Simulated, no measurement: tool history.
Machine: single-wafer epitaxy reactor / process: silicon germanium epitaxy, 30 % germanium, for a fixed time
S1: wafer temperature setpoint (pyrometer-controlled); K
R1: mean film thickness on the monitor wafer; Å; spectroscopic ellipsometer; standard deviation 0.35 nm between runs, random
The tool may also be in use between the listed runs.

run 1 hour=0 | S1=893.15 chamber_pressure_(Torr)=16.6 | R1=817.44
run 2 hour=0.9 | S1=882.15 chamber_pressure_(Torr)=16.6 | R1=664.93
run 3 hour=8.7 | S1=886.15 chamber_pressure_(Torr)=16.6 | R1=719.33
run 4 hour=16 | S1=892.15 chamber_pressure_(Torr)=16.6 | R1=802.71
run 5 hour=23.7 | S1=894.15 chamber_pressure_(Torr)=16.6 | R1=834.47
run 6 hour=27 | S1=889.15 chamber_pressure_(Torr)=16.6 | R1=762.16
run 7 hour=33.5 | S1=891.15 chamber_pressure_(Torr)=16.6 | R1=784.17
run 8 hour=40.4 | S1=893.15 chamber_pressure_(Torr)=16.6 | R1=819.22
run 9 hour=48.8 | S1=904.15 chamber_pressure_(Torr)=16.7 | R1=1002.2

What will run 10 give?
run 10 hour=50.3 | S1=903.15 chamber_pressure_(Torr)=16.7 | R1=?

Run 10 gave R1 987.74 Å.
